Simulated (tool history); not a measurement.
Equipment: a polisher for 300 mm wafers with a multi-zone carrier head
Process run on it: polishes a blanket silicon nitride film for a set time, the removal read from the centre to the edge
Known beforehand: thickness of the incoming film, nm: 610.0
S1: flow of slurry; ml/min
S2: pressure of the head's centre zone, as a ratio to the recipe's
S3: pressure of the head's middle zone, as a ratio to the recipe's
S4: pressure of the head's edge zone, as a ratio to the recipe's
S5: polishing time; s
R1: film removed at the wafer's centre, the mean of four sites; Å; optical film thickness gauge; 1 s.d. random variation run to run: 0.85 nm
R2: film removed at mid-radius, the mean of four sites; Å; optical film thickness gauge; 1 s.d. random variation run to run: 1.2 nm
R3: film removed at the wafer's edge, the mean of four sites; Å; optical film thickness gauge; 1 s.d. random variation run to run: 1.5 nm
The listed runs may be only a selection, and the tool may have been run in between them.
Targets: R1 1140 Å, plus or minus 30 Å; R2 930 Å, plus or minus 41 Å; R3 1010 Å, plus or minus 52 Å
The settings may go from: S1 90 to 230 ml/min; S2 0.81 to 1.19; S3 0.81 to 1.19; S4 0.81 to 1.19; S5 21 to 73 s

run  hour   S1    S2    S3    S4  S5      R1      R2      R3
  1     0  150     1     1     1  47   713.3  717.42  716.97
  2   1.5  150     1  1.03     1  47  714.86  745.08  709.37
  3   2.7  150     1  1.03  0.93  47   706.6  736.95  675.55
  4  11.6  150     1   1.1  0.93  47  710.74  771.15  680.76
  5  12.5  150     1   1.1  0.88  47  710.41  765.32  657.05
  6  14.9  150  0.93   1.1  0.88  47  661.42  761.26  672.22
  7  18.5  155  0.97  1.06  0.92  49  719.26  810.97  723.48
  8  22.2  155  1.01  1.02  0.95  51  773.46  794.76  761.13
  9  23.5  195  1.11     1  1.05  61  1077.8  985.39  944.23
 10  30.3  195  1.12  0.98  1.06  61  1073.6  939.07  986.32
 11  37.3  195  1.13  0.98  1.06  61  1083.5  965.79  963.38

Below are 4 possible settings for the next run. Only one of them brings all results inside the allowed miss of their targets. Which is it?
  A  44.3  195  1.15  1.01  1.19  59   ?   ?   ?
  B  44.3  175  0.99  0.92  1.13  64   ?   ?   ?
  C  44.3  180  1.01  0.81  1.15  70   ?   ?   ?
  D  44.3  185  1.17  0.92  1.07  63   ?   ?   ?

move      R1      R2      R3
   A  1057.4  930.02  1012.4
   B  975.17  925.86  1058.4
   C  1091.6  924.63  1173.2
   D  1138.1  917.95  1019.4
A: moves away from the targets compared with the last run
B: moves away from the targets compared with the last run
C: moves away from the targets compared with the last run
D: every result within its allowed miss
The move that meets every target is D.
